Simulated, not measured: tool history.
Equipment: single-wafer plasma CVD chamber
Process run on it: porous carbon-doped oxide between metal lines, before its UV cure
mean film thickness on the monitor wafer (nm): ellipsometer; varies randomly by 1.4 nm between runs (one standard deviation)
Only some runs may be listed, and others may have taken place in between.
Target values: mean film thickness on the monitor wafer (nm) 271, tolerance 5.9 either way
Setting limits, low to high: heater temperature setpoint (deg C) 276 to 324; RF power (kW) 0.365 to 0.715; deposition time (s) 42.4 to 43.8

run	hour	heater temperature setpoint (deg C)	RF power (kW)	deposition time (s)	mean film thickness on the monitor wafer (nm)
1	0	300	0.54	42.4	225.1
2	1.6	300	0.54	43.8	233.86
3	10.3	309	0.54	43.8	223.22
4	17.7	299	0.54	43.8	233.16
5	21.2	299	0.54	42.4	225.42
6	26.4	299	0.54	42.4	224.63
7	33.3	297	0.555	42.5	231.66
8	36.2	295	0.57	42.6	237.99
9	37.7	293	0.58	42.7	242.81
10	39.4	291	0.59	42.8	249.23
11	44.5	289	0.595	42.8	250.36
# hour 50.2: thermocouple changed; heater temperature recalibrated
12	50.2	288	0.605	42.8	264.26
13	54	288	0.605	42.8	264.03

Which one of the following 4 next-run settings gets every result inside its allowed miss? There is exactly one.
A	57.8	284	0.555	42.4	?
B	57.8	289	0.605	42.4	?
C	57.8	288	0.585	42.7	?
D	57.8	294	0.63	43.8	?

move	mean film thickness on the monitor wafer (nm)
A	255.13
B	261.59
C	259.48
D	269.63
A: moves away from the targets compared with the last run
B: moves away from the targets compared with the last run
C: moves away from the targets compared with the last run
D: hits every target within its allowed miss
D is the move that brings every result within its allowed miss.
